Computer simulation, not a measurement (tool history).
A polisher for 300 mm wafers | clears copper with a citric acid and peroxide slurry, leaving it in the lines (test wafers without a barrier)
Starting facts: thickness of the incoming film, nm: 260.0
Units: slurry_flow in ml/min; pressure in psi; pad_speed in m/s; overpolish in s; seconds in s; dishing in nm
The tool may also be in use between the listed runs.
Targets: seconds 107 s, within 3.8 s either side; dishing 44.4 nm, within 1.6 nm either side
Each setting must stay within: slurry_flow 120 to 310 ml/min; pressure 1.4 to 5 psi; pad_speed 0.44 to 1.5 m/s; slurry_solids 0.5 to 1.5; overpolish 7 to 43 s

run 1 hour=0 | slurry_flow=200 pressure=3.2 pad_speed=0.96 slurry_solids=1 overpolish=22 | seconds=118.14 dishing=28.556
run 2 hour=5.7 | slurry_flow=195 pressure=3.3 pad_speed=0.96 slurry_solids=1 overpolish=25 | seconds=114.87 dishing=32.24
run 3 hour=13.9 | slurry_flow=195 pressure=3.3 pad_speed=0.86 slurry_solids=1 overpolish=25 | seconds=129.86 dishing=30.09
run 4 hour=19.7 | slurry_flow=195 pressure=3.3 pad_speed=0.86 slurry_solids=1 overpolish=19 | seconds=128.18 dishing=24.024
run 5 hour=23.6 | slurry_flow=195 pressure=2.6 pad_speed=0.86 slurry_solids=1 overpolish=19 | seconds=159.91 dishing=19.307
run 6 hour=31.4 | slurry_flow=195 pressure=2.6 pad_speed=0.66 slurry_solids=1 overpolish=19 | seconds=203.65 dishing=15.696
run 7 hour=35.6 | slurry_flow=185 pressure=3.3 pad_speed=0.66 slurry_solids=1 overpolish=22 | seconds=168.25 dishing=21.874
run 8 hour=37.2 | slurry_flow=185 pressure=3.3 pad_speed=0.66 slurry_solids=1 overpolish=22 | seconds=165.09 dishing=21.755
run 9 hour=45.9 | slurry_flow=180 pressure=3.8 pad_speed=0.66 slurry_solids=1 overpolish=24 | seconds=149.66 dishing=26.134
run 10 hour=50.7 | slurry_flow=190 pressure=4.7 pad_speed=0.74 slurry_solids=1 overpolish=31 | seconds=104.67 dishing=41.614
run 11 hour=57.3 | slurry_flow=185 pressure=4.7 pad_speed=0.74 slurry_solids=1 overpolish=32 | seconds=104.58 dishing=42.332

4 candidate next runs follow, results not yet known. Just one meets every target within its allowed miss. Identify it.
run A hour=63.9 | slurry_flow=190 pressure=4 pad_speed=0.9 slurry_solids=1 overpolish=37 | seconds=? dishing=?
run B hour=63.9 | slurry_flow=170 pressure=4.6 pad_speed=0.78 slurry_solids=0.8 overpolish=35 | seconds=? dishing=?
run C hour=63.9 | slurry_flow=170 pressure=5 pad_speed=0.78 slurry_solids=0.9 overpolish=37 | seconds=? dishing=?
run D hour=63.9 | slurry_flow=180 pressure=4.6 pad_speed=0.82 slurry_solids=0.95 overpolish=33 | seconds=? dishing=?

move=A seconds=102.73 dishing=46.986
move=B seconds=108.14 dishing=44.205
move=C seconds=98.159 dishing=49.131
move=D seconds=99.704 dishing=44.868
A: the result that was furthest off in the last run now lies on the other side of its target
B: every result lands within tolerance
C: the result that was furthest off in the last run now lies on the other side of its target
D: puts the biggest miss on target and leaves a different result outside tolerance
The move that meets every target is B.
